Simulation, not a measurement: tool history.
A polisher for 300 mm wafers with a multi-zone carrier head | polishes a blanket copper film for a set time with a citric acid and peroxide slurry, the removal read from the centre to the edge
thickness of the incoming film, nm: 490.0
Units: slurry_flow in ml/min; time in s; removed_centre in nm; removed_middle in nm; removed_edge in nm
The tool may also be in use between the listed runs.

{"run": 1, "hour": 0.0, "slurry_flow": 125, "centre_zone": 1, "middle_zone": 1, "edge_zone": 1, "slurry_solids": 1, "time": 73, "removed_centre": 145.27, "removed_middle": 139.81, "removed_edge": 137.25}
{"run": 2, "hour": 0.6, "slurry_flow": 115, "centre_zone": 0.95, "middle_zone": 0.97, "edge_zone": 0.96, "slurry_solids": 0.85, "time": 72, "removed_centre": 126.2, "removed_middle": 128.09, "removed_edge": 128.33}
{"run": 3, "hour": 8.1, "slurry_flow": 110, "centre_zone": 0.94, "middle_zone": 0.96, "edge_zone": 0.93, "slurry_solids": 0.75, "time": 70, "removed_centre": 119.53, "removed_middle": 118.94, "removed_edge": 118.73}
{"run": 4, "hour": 12.1, "slurry_flow": 135, "centre_zone": 0.94, "middle_zone": 0.96, "edge_zone": 0.93, "slurry_solids": 0.75, "time": 70, "removed_centre": 126.3, "removed_middle": 124.38, "removed_edge": 122.26}
{"run": 5, "hour": 17.7, "slurry_flow": 120, "centre_zone": 0.91, "middle_zone": 0.95, "edge_zone": 0.9, "slurry_solids": 0.7, "time": 70, "removed_centre": 116.02, "removed_middle": 122.42, "removed_edge": 119.5}
{"run": 6, "hour": 23.3, "slurry_flow": 120, "centre_zone": 0.91, "middle_zone": 0.95, "edge_zone": 0.9, "slurry_solids": 0.55, "time": 70, "removed_centre": 111.69, "removed_middle": 118.75, "removed_edge": 112.33}
{"run": 7, "hour": 29.7, "slurry_flow": 110, "centre_zone": 0.9, "middle_zone": 0.93, "edge_zone": 0.9, "slurry_solids": 0.55, "time": 70, "removed_centre": 107.74, "removed_middle": 111.92, "removed_edge": 109.62}
{"run": 8, "hour": 36.3, "slurry_flow": 100, "centre_zone": 0.89, "middle_zone": 0.93, "edge_zone": 0.9, "slurry_solids": 0.55, "time": 70, "removed_centre": 104.46, "removed_middle": 106.69, "removed_edge": 108.41}

The next listed run, before its measurement:
{"run": 9, "hour": 41.5, "slurry_flow": 95, "centre_zone": 0.88, "middle_zone": 0.94, "edge_zone": 0.89, "slurry_solids": 0.55, "time": 70, "removed_centre": "?", "removed_middle": "?", "removed_edge": "?"}

removed_centre: 99.654 nm
removed_middle: 107 nm
removed_edge: 106.72 nm

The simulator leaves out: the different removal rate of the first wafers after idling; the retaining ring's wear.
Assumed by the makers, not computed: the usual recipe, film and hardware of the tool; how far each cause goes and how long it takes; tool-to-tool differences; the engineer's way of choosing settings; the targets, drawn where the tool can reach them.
